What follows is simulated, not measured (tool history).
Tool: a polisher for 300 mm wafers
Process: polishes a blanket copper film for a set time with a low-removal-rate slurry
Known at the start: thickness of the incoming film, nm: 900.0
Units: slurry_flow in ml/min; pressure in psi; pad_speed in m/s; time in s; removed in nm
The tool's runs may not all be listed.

run	hour	slurry_flow	pressure	pad_speed	slurry_solids	time	removed
1	0.0	205	3.0	1.36	1.0	81	347.27
2	8.0	205	2.8	1.36	1.0	81	343.29
3	9.5	205	2.8	1.36	1.0	85	352.73
4	11.6	205	2.6	1.34	1.0	85	332.60
5	14.2	205	2.4	1.34	1.0	85	317.80
6	23.0	180	2.4	1.34	1.0	85	318.02
7	30.6	180	2.3	1.34	1.0	85	307.01
8	38.4	180	2.2	1.34	1.0	85	302.00

Forecast run 9:
9	41.5	180	2.1	1.34	1.0	85	?

Run 9 gave removed 289.30 nm.
